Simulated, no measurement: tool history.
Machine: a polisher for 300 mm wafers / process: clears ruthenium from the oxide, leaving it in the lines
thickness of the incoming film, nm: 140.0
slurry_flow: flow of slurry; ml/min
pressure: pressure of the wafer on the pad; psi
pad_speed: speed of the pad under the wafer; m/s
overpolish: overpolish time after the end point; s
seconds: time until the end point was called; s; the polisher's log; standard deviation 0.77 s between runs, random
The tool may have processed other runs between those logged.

run,day,slurry_flow,pressure,pad_speed,overpolish,seconds
1,0,125,2.6,0.84,9,103.94
2,0.242,130,2.7,0.84,9,98.981
3,0.333,110,2.7,0.84,9,102.54
4,0.646,115,2.8,0.84,9,97.559
5,0.767,115,2.8,0.74,9,111.15
6,1.092,120,2.9,0.74,9,107.71
7,1.383,120,3,0.74,9,103.97

Predict the results of run 8:
# day 1.538: worn pad replaced by a new one
8,1.538,120,3.1,0.74,9,?

Run 8 yielded seconds 93.348 s.
